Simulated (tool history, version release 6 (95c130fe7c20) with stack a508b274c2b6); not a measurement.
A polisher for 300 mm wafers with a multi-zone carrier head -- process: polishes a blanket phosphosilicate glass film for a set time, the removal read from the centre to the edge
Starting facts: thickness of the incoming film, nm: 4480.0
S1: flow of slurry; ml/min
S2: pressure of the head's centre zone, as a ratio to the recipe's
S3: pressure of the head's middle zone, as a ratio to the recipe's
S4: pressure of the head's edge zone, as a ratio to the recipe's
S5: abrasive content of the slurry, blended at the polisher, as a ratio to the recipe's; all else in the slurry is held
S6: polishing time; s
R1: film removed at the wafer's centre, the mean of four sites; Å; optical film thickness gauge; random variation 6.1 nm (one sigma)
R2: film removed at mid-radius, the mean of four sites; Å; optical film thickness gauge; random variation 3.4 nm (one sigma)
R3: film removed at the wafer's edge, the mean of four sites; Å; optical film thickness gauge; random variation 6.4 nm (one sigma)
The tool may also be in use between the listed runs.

Run 1, hour 0: S1 250 ml/min, S2 1, S3 1, S4 1, S5 1, S6 62 s. Result: R1 6106.1 Å, R2 5863.3 Å, R3 5982.7 Å.
Run 2, hour 7.6: S1 235 ml/min, S2 0.98, S3 0.99, S4 1.01, S5 1, S6 62 s. Result: R1 5739.6 Å, R2 5759.5 Å, R3 6010.5 Å.
Run 3, hour 8.6: S1 235 ml/min, S2 1.02, S3 0.99, S4 1.01, S5 1, S6 62 s. Result: R1 6016.8 Å, R2 5860.6 Å, R3 5950.4 Å.
Run 4, hour 10.5: S1 225 ml/min, S2 1.01, S3 0.97, S4 1.01, S5 1, S6 62 s. Result: R1 5959.5 Å, R2 5644.7 Å, R3 5904.2 Å.
Run 5, hour 19.3: S1 225 ml/min, S2 1.01, S3 0.97, S4 1.01, S5 1.2, S6 62 s. Result: R1 6567.2 Å, R2 6303.9 Å, R3 6655.2 Å.
Run 6, hour 21.6: S1 210 ml/min, S2 0.98, S3 0.95, S4 0.98, S5 1.2, S6 62 s. Result: R1 6368.9 Å, R2 6135.8 Å, R3 6514.1 Å.

Estimate the outcome of run 7 from the log above:
Run 7, hour 30.5: S1 200 ml/min, S2 0.95, S3 0.93, S4 0.96, S5 1.2, S6 62 s. Result: R1 ?, R2 ?, R3 ?.

{"run 7": {"R1": 6164, "R2": 5920, "R3": 6454.2}}
